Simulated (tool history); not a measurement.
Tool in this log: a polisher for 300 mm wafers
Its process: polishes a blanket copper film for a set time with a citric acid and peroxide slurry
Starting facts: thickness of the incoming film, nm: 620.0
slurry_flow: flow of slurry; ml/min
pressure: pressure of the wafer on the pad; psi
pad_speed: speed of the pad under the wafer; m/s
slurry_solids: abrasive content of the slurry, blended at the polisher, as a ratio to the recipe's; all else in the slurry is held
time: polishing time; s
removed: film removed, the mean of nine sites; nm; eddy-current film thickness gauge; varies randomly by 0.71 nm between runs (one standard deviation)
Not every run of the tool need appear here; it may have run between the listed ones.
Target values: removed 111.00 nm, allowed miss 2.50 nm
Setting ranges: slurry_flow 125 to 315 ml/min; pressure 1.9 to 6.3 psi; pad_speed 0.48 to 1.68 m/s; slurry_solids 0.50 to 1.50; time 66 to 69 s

run 1 hour=0.0 | slurry_flow=205 pressure=4.1 pad_speed=1.08 slurry_solids=1.00 time=66 | removed=194.80
run 2 hour=7.0 | slurry_flow=205 pressure=4.1 pad_speed=1.08 slurry_solids=1.00 time=69 | removed=203.49
run 3 hour=12.9 | slurry_flow=205 pressure=4.1 pad_speed=1.08 slurry_solids=1.15 time=69 | removed=210.12
run 4 hour=14.0 | slurry_flow=205 pressure=4.9 pad_speed=1.08 slurry_solids=1.15 time=69 | removed=240.80
run 5 hour=21.4 | slurry_flow=200 pressure=4.6 pad_speed=1.06 slurry_solids=1.15 time=69 | removed=223.07
run 6 hour=27.8 | slurry_flow=200 pressure=4.6 pad_speed=1.06 slurry_solids=1.15 time=66 | removed=216.45
run 7 hour=35.2 | slurry_flow=200 pressure=4.3 pad_speed=1.04 slurry_solids=1.15 time=66 | removed=200.89
run 8 hour=41.4 | slurry_flow=200 pressure=4.0 pad_speed=1.02 slurry_solids=1.15 time=66 | removed=186.69
run 9 hour=48.1 | slurry_flow=200 pressure=3.8 pad_speed=1.00 slurry_solids=1.15 time=66 | removed=177.38
run 10 hour=56.5 | slurry_flow=200 pressure=3.6 pad_speed=0.98 slurry_solids=1.15 time=66 | removed=165.65
run 11 hour=59.4 | slurry_flow=200 pressure=3.4 pad_speed=0.98 slurry_solids=1.15 time=66 | removed=158.32
run 12 hour=61.4 | slurry_flow=200 pressure=3.2 pad_speed=0.98 slurry_solids=1.15 time=66 | removed=153.78
run 13 hour=67.8 | slurry_flow=200 pressure=3.1 pad_speed=0.98 slurry_solids=1.15 time=66 | removed=150.34
run 14 hour=75.0 | slurry_flow=200 pressure=3.0 pad_speed=0.98 slurry_solids=1.15 time=66 | removed=145.76
run 15 hour=78.8 | slurry_flow=200 pressure=2.9 pad_speed=0.98 slurry_solids=1.15 time=66 | removed=142.69
run 16 hour=87.0 | slurry_flow=200 pressure=2.9 pad_speed=0.98 slurry_solids=1.15 time=66 | removed=143.38
run 17 hour=92.6 | slurry_flow=200 pressure=2.8 pad_speed=0.98 slurry_solids=1.15 time=66 | removed=140.64
run 18 hour=99.9 | slurry_flow=170 pressure=1.9 pad_speed=0.96 slurry_solids=1.15 time=66 | removed=107.61
run 19 hour=105.1 | slurry_flow=180 pressure=1.9 pad_speed=0.96 slurry_solids=1.15 time=66 | removed=107.68
run 20 hour=112.3 | slurry_flow=190 pressure=1.9 pad_speed=0.96 slurry_solids=1.15 time=66 | removed=107.61

Exercise: of the 5 proposed moves below, exactly one satisfies all targets within the stated allowed misses. Which move is it?
run A hour=119.5 | slurry_flow=225 pressure=2.0 pad_speed=0.84 slurry_solids=1.40 time=66 | removed=?
run B hour=119.5 | slurry_flow=215 pressure=2.4 pad_speed=0.80 slurry_solids=1.15 time=69 | removed=?
run C hour=119.5 | slurry_flow=185 pressure=2.0 pad_speed=0.88 slurry_solids=1.05 time=67 | removed=?
run D hour=119.5 | slurry_flow=155 pressure=1.9 pad_speed=0.94 slurry_solids=1.10 time=66 | removed=?
run E hour=119.5 | slurry_flow=160 pressure=2.8 pad_speed=0.68 slurry_solids=1.35 time=69 | removed=?

move=A removed=102.86
move=B removed=109.44
move=C removed=101.06
move=D removed=101.30
move=E removed=102.21
A: its largest miss is bigger than the last run's
B: all results land within tolerance of their targets
C: its largest miss is bigger than the last run's
D: its largest miss is bigger than the last run's
E: its largest miss is bigger than the last run's
The move that meets every target is B.
